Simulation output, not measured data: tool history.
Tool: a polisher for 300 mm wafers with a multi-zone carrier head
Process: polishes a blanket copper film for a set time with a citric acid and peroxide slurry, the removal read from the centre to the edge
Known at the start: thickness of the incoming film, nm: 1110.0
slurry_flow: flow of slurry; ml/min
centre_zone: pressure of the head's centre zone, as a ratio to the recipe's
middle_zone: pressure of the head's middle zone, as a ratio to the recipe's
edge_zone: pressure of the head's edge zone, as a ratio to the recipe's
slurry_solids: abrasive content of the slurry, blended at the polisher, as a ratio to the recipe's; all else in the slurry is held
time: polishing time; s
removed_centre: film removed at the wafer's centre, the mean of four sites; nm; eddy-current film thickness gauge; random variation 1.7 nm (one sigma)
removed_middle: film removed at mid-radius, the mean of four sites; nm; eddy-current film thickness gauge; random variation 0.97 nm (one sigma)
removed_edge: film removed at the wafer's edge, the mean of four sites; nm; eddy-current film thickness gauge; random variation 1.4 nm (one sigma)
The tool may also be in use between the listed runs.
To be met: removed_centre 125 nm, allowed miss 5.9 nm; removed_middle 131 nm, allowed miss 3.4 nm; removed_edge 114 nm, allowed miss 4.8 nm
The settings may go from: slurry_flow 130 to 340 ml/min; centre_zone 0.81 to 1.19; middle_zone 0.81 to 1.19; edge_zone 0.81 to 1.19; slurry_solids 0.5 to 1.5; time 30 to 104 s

{"run": 1, "day": 0.0, "slurry_flow": 220, "centre_zone": 1, "middle_zone": 1, "edge_zone": 1, "slurry_solids": 1, "time": 67, "removed_centre": 243.4, "removed_middle": 236.19, "removed_edge": 226.17}
{"run": 2, "day": 0.333, "slurry_flow": 220, "centre_zone": 0.99, "middle_zone": 1, "edge_zone": 0.97, "slurry_solids": 0.9, "time": 60, "removed_centre": 207.89, "removed_middle": 207.36, "removed_edge": 198.42}
{"run": 3, "day": 0.425, "slurry_flow": 220, "centre_zone": 0.99, "middle_zone": 1, "edge_zone": 0.97, "slurry_solids": 0.8, "time": 60, "removed_centre": 201.03, "removed_middle": 203.44, "removed_edge": 192.82}
{"run": 4, "day": 0.646, "slurry_flow": 220, "centre_zone": 1, "middle_zone": 1.01, "edge_zone": 0.94, "slurry_solids": 0.75, "time": 54, "removed_centre": 183.12, "removed_middle": 182.09, "removed_edge": 170.04}
{"run": 5, "day": 0.942, "slurry_flow": 220, "centre_zone": 1, "middle_zone": 1.02, "edge_zone": 0.92, "slurry_solids": 0.7, "time": 50, "removed_centre": 169.27, "removed_middle": 167.35, "removed_edge": 151.12}
{"run": 6, "day": 1.017, "slurry_flow": 185, "centre_zone": 1, "middle_zone": 1.02, "edge_zone": 0.92, "slurry_solids": 0.7, "time": 50, "removed_centre": 160.75, "removed_middle": 164.57, "removed_edge": 149.56}
{"run": 7, "day": 1.317, "slurry_flow": 180, "centre_zone": 1, "middle_zone": 1.02, "edge_zone": 0.9, "slurry_solids": 0.65, "time": 48, "removed_centre": 152.31, "removed_middle": 156.68, "removed_edge": 141.97}
{"run": 8, "day": 1.692, "slurry_flow": 180, "centre_zone": 1, "middle_zone": 1.02, "edge_zone": 0.89, "slurry_solids": 0.6, "time": 46, "removed_centre": 144.75, "removed_middle": 146.23, "removed_edge": 132.74}
{"run": 9, "day": 1.738, "slurry_flow": 180, "centre_zone": 0.99, "middle_zone": 1.02, "edge_zone": 0.88, "slurry_solids": 0.6, "time": 45, "removed_centre": 141.48, "removed_middle": 144.57, "removed_edge": 131.03}
{"run": 10, "day": 1.925, "slurry_flow": 175, "centre_zone": 0.99, "middle_zone": 1.02, "edge_zone": 0.87, "slurry_solids": 0.6, "time": 44, "removed_centre": 135.83, "removed_middle": 140.48, "removed_edge": 126}
{"run": 11, "day": 2.254, "slurry_flow": 175, "centre_zone": 0.99, "middle_zone": 1.02, "edge_zone": 0.86, "slurry_solids": 0.6, "time": 44, "removed_centre": 138.93, "removed_middle": 141.63, "removed_edge": 127.13}
{"run": 12, "day": 2.412, "slurry_flow": 175, "centre_zone": 0.99, "middle_zone": 1.02, "edge_zone": 0.86, "slurry_solids": 0.6, "time": 44, "removed_centre": 138.55, "removed_middle": 140.27, "removed_edge": 127.5}
{"run": 13, "day": 2.575, "slurry_flow": 170, "centre_zone": 0.97, "middle_zone": 1.04, "edge_zone": 0.81, "slurry_solids": 0.5, "time": 39, "removed_centre": 114.6, "removed_middle": 121.87, "removed_edge": 106.55}
{"run": 14, "day": 2.9, "slurry_flow": 175, "centre_zone": 0.98, "middle_zone": 1.04, "edge_zone": 0.83, "slurry_solids": 0.5, "time": 39, "removed_centre": 115.01, "removed_middle": 121.07, "removed_edge": 108.06}
{"run": 15, "day": 2.983, "slurry_flow": 175, "centre_zone": 0.99, "middle_zone": 1.05, "edge_zone": 0.84, "slurry_solids": 0.5, "time": 39, "removed_centre": 118.04, "removed_middle": 122.55, "removed_edge": 106.53}
{"run": 16, "day": 3.096, "slurry_flow": 175, "centre_zone": 0.99, "middle_zone": 1.05, "edge_zone": 0.85, "slurry_solids": 0.5, "time": 39, "removed_centre": 114.39, "removed_middle": 123.17, "removed_edge": 107.11}
{"run": 17, "day": 3.433, "slurry_flow": 175, "centre_zone": 1, "middle_zone": 1.05, "edge_zone": 0.86, "slurry_solids": 0.5, "time": 39, "removed_centre": 120.03, "removed_middle": 123.32, "removed_edge": 111.35}
{"run": 18, "day": 3.462, "slurry_flow": 175, "centre_zone": 1, "middle_zone": 1.06, "edge_zone": 0.86, "slurry_solids": 0.5, "time": 39, "removed_centre": 123.01, "removed_middle": 125.17, "removed_edge": 107.76}

5 next moves are on the table. One of them brings every result within its allowed miss. Which?
{"run": "A", "day": 3.492, "slurry_flow": 160, "centre_zone": 1.1, "middle_zone": 1.06, "edge_zone": 1.06, "slurry_solids": 0.55, "time": 41, "removed_centre": "?", "removed_middle": "?", "removed_edge": "?"}
{"run": "B", "day": 3.492, "slurry_flow": 160, "centre_zone": 0.93, "middle_zone": 0.97, "edge_zone": 0.91, "slurry_solids": 0.6, "time": 43, "removed_centre": "?", "removed_middle": "?", "removed_edge": "?"}
{"run": "C", "day": 3.492, "slurry_flow": 210, "centre_zone": 0.88, "middle_zone": 0.99, "edge_zone": 1.05, "slurry_solids": 0.5, "time": 43, "removed_centre": "?", "removed_middle": "?", "removed_edge": "?"}
{"run": "D", "day": 3.492, "slurry_flow": 160, "centre_zone": 1, "middle_zone": 1.05, "edge_zone": 0.82, "slurry_solids": 0.5, "time": 42, "removed_centre": "?", "removed_middle": "?", "removed_edge": "?"}
{"run": "E", "day": 3.492, "slurry_flow": 140, "centre_zone": 1.09, "middle_zone": 0.91, "edge_zone": 0.92, "slurry_solids": 0.5, "time": 44, "removed_centre": "?", "removed_middle": "?", "removed_edge": "?"}

move=A removed_centre=138.95 removed_middle=131.3 removed_edge=123.81
move=B removed_centre=124.83 removed_middle=129.89 removed_edge=124.66
move=C removed_centre=118.16 removed_middle=131.8 removed_edge=130.15
move=D removed_centre=127.24 removed_middle=131.41 removed_edge=113.74
move=E removed_centre=142.83 removed_middle=120.29 removed_edge=122.88
A: brings the result that was furthest off to its target, and leaves another outside
B: brings the result that was furthest off to its target, and leaves another outside
C: brings the result that was furthest off to its target, and leaves another outside
D: meets every target
E: further off than the last run
Answer: D
